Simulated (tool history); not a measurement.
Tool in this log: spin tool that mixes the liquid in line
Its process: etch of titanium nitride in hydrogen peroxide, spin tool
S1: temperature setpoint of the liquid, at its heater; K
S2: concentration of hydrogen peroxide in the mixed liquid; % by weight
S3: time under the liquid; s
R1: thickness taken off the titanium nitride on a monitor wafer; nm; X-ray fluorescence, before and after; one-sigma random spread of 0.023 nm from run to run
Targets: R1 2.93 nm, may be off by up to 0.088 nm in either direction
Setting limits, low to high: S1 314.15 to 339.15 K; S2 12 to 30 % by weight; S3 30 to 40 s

run	hour	S1	S2	S3	R1
1	0	330.15	20.5	40	1.6707
2	5.7	330.15	20.5	40	1.6547
3	6.8	330.15	24.5	40	1.7061
4	11.4	326.15	24.5	40	1.309
5	13.9	329.65	24.5	40	1.6711
6	21.9	332.15	24.5	40	1.9615
7	30.4	334.15	24.5	40	2.2675
8	31.1	335.15	24.5	40	2.3717
# hour 33: new drum of peroxide connected
9	33	336.15	24.5	40	2.606

Pick the move, out of 5, that brings all results within their allowed miss; only one does.
A	34.9	337.15	22.5	40	?
B	34.9	337.15	29	40	?
C	34.9	338.65	25.5	40	?
D	34.9	336.65	25.5	40	?
E	34.9	338.15	30	40	?

move	R1
A	2.7748
B	2.9331
C	3.1483
D	2.7581
E	3.1574
A: nearer than the last run, and not there yet
B: in spec on every target
C: takes the result that was furthest off past its target
D: nearer than the last run, and not there yet
E: takes the result that was furthest off past its target
B is the move that brings every result within its allowed miss.
